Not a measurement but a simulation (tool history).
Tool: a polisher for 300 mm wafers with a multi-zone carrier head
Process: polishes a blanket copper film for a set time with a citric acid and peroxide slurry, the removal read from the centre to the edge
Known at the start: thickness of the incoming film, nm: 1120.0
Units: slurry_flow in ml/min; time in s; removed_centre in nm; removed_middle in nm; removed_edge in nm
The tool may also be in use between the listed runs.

| run | hour | slurry_flow | centre_zone | middle_zone | edge_zone | slurry_solids | time | removed_centre | removed_middle | removed_edge |
|---|---|---|---|---|---|---|---|---|---|---|
| 1 | 0 | 125 | 1 | 1 | 1 | 1 | 78 | 177.27 | 174.62 | 175.9 |
| 2 | 5.4 | 125 | 1 | 1 | 0.95 | 1 | 78 | 175.53 | 173.72 | 173.67 |
| 3 | 14.4 | 125 | 0.96 | 1 | 0.95 | 1 | 78 | 171.14 | 169.22 | 173.98 |
| 4 | 22.5 | 145 | 0.96 | 1 | 0.95 | 1 | 78 | 179.73 | 181.56 | 174.04 |
| 5 | 24 | 145 | 0.96 | 1 | 0.95 | 1.1 | 78 | 178.43 | 180.99 | 177.71 |
| 6 | 29.7 | 160 | 0.96 | 1 | 0.95 | 1.1 | 78 | 181.92 | 188.36 | 187.13 |

The next listed run, before its measurement:
|  | 32.8 | worn pad replaced by a new one |
| 7 | 32.8 | 195 | 0.96 | 1.1 | 1.05 | 1.35 | 83 | ? | ? | ? |

Run 7 gave removed_centre 235.52 nm, removed_middle 265.37 nm, removed_edge 241.74 nm.
